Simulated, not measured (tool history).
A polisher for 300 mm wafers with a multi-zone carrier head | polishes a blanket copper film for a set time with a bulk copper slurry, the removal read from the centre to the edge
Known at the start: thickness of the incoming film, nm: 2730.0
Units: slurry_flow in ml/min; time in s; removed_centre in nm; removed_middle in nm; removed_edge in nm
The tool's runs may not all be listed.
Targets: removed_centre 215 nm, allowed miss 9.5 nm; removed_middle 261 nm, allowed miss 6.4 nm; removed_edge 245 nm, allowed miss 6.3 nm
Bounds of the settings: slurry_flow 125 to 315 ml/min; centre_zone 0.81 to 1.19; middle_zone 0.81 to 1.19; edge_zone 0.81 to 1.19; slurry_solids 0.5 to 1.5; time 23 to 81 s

{"run": 1, "hour": 0.0, "slurry_flow": 205, "centre_zone": 1, "middle_zone": 1, "edge_zone": 1, "slurry_solids": 1, "time": 52, "removed_centre": 299.56, "removed_middle": 284.33, "removed_edge": 285.88}
{"run": 2, "hour": 7.2, "slurry_flow": 205, "centre_zone": 1, "middle_zone": 1, "edge_zone": 0.97, "slurry_solids": 1, "time": 52, "removed_centre": 301.26, "removed_middle": 287.03, "removed_edge": 282.95}
{"run": 3, "hour": 11.0, "slurry_flow": 190, "centre_zone": 0.94, "middle_zone": 1.01, "edge_zone": 0.95, "slurry_solids": 0.9, "time": 52, "removed_centre": 275.87, "removed_middle": 279.04, "removed_edge": 268.34}
{"run": 4, "hour": 15.9, "slurry_flow": 175, "centre_zone": 0.9, "middle_zone": 1.03, "edge_zone": 0.97, "slurry_solids": 0.8, "time": 52, "removed_centre": 251.16, "removed_middle": 273.29, "removed_edge": 264.91}
{"run": 5, "hour": 18.1, "slurry_flow": 165, "centre_zone": 0.87, "middle_zone": 1.03, "edge_zone": 0.96, "slurry_solids": 0.75, "time": 52, "removed_centre": 237.18, "removed_middle": 267.19, "removed_edge": 258.3}
{"run": 6, "hour": 23.0, "slurry_flow": 210, "centre_zone": 0.87, "middle_zone": 1.03, "edge_zone": 0.96, "slurry_solids": 0.75, "time": 52, "removed_centre": 243.44, "removed_middle": 275.35, "removed_edge": 265.9}
{"run": 7, "hour": 26.6, "slurry_flow": 195, "centre_zone": 0.85, "middle_zone": 1.03, "edge_zone": 0.95, "slurry_solids": 0.7, "time": 52, "removed_centre": 239.72, "removed_middle": 273.9, "removed_edge": 255.37}
{"run": 8, "hour": 30.7, "slurry_flow": 180, "centre_zone": 0.84, "middle_zone": 1.03, "edge_zone": 0.95, "slurry_solids": 0.65, "time": 52, "removed_centre": 229.69, "removed_middle": 264.08, "removed_edge": 251.69}

Which of these 4 next moves meets every target?
{"run": "A", "hour": 34.8, "slurry_flow": 200, "centre_zone": 0.83, "middle_zone": 1.08, "edge_zone": 1, "slurry_solids": 0.85, "time": 46, "removed_centre": "?", "removed_middle": "?", "removed_edge": "?"}
{"run": "B", "hour": 34.8, "slurry_flow": 135, "centre_zone": 0.85, "middle_zone": 1.1, "edge_zone": 0.9, "slurry_solids": 0.55, "time": 53, "removed_centre": "?", "removed_middle": "?", "removed_edge": "?"}
{"run": "C", "hour": 34.8, "slurry_flow": 130, "centre_zone": 0.87, "middle_zone": 0.97, "edge_zone": 0.82, "slurry_solids": 0.65, "time": 58, "removed_centre": "?", "removed_middle": "?", "removed_edge": "?"}
{"run": "D", "hour": 34.8, "slurry_flow": 170, "centre_zone": 0.84, "middle_zone": 1.14, "edge_zone": 0.86, "slurry_solids": 0.5, "time": 52, "removed_centre": "?", "removed_middle": "?", "removed_edge": "?"}

move=A removed_centre=218.97 removed_middle=260.62 removed_edge=243.3
move=B removed_centre=218.11 removed_middle=260.05 removed_edge=232.78
move=C removed_centre=248.91 removed_middle=261.14 removed_edge=250.96
move=D removed_centre=220.16 removed_middle=272.04 removed_edge=228.1
A: meets every target
B: brings the result that was furthest off to its target, and leaves another outside
C: further off than the last run
D: brings the result that was furthest off to its target, and leaves another outside
Move A is the one to make.
